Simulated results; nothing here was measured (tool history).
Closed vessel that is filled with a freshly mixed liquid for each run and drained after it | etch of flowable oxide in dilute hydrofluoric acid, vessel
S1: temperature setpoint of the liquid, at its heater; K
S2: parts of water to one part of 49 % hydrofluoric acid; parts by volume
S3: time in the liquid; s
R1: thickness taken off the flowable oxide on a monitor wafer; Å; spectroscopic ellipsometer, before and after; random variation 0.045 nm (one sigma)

run  hour      S1   S2  S3       R1
  1   0.0  296.15  180  45  115.390
  2   1.5  299.15  180  45  129.350
  3   3.3  299.15  130  45  191.620
  4  10.8  299.15   95  45  272.180
  5  18.0  299.15  150  45  160.640
  6  27.2  299.15   85  45  307.770
  7  32.6  298.15  105  45  232.110
  8  38.6  297.15  120  45  191.100

The next listed run, before its measurement:
  9  46.6  293.15  190  45   ?

R1: 97.431 Å

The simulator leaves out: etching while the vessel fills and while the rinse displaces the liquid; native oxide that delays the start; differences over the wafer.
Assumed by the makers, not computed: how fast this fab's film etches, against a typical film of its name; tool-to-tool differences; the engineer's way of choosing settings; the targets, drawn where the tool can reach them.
